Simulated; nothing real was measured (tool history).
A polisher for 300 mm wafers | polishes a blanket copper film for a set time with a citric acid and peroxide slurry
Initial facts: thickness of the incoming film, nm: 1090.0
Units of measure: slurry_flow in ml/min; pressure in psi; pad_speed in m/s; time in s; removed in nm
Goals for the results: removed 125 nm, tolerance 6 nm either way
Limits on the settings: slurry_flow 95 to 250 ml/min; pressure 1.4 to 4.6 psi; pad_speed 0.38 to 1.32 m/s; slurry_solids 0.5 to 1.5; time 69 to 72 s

run 1 day=0 | slurry_flow=160 pressure=3 pad_speed=0.84 slurry_solids=1 time=69 | removed=143.51
run 2 day=0.258 | slurry_flow=160 pressure=3 pad_speed=0.84 slurry_solids=1.1 time=69 | removed=146.95
run 3 day=0.35 | slurry_flow=160 pressure=3 pad_speed=0.96 slurry_solids=1.1 time=69 | removed=163.94
run 4 day=0.604 | slurry_flow=160 pressure=2.7 pad_speed=0.96 slurry_solids=1.1 time=69 | removed=152.6
run 5 day=0.938 | slurry_flow=160 pressure=2.7 pad_speed=0.78 slurry_solids=1.1 time=69 | removed=131.96
run 6 day=1.246 | slurry_flow=160 pressure=3.2 pad_speed=0.78 slurry_solids=1.1 time=69 | removed=148.62
run 7 day=1.446 | slurry_flow=160 pressure=3 pad_speed=0.78 slurry_solids=1.1 time=69 | removed=144.13
run 8 day=1.792 | slurry_flow=160 pressure=3 pad_speed=0.78 slurry_solids=1.1 time=69 | removed=137.83
run 9 day=2.017 | slurry_flow=160 pressure=2.9 pad_speed=0.78 slurry_solids=1.1 time=69 | removed=138.92

Consider the 5 candidate settings below. Which is the only one whose results all fall within their allowed miss of target?
run A day=2.242 | slurry_flow=180 pressure=2.5 pad_speed=0.6 slurry_solids=1.25 time=69 | removed=?
run B day=2.242 | slurry_flow=145 pressure=2.8 pad_speed=0.68 slurry_solids=1.35 time=69 | removed=?
run C day=2.242 | slurry_flow=125 pressure=3.1 pad_speed=0.82 slurry_solids=1.5 time=71 | removed=?
run D day=2.242 | slurry_flow=170 pressure=2.4 pad_speed=0.66 slurry_solids=1.25 time=69 | removed=?
run E day=2.242 | slurry_flow=130 pressure=2.8 pad_speed=0.66 slurry_solids=1.05 time=69 | removed=?

move=A removed=109.12
move=B removed=126.57
move=C removed=160.39
move=D removed=112.97
move=E removed=113.94
A: carries the result that was furthest off beyond its target, to the other side
B: all results in spec
C: moves away from the targets compared with the last run
D: carries the result that was furthest off beyond its target, to the other side
E: carries the result that was furthest off beyond its target, to the other side
Answer: B
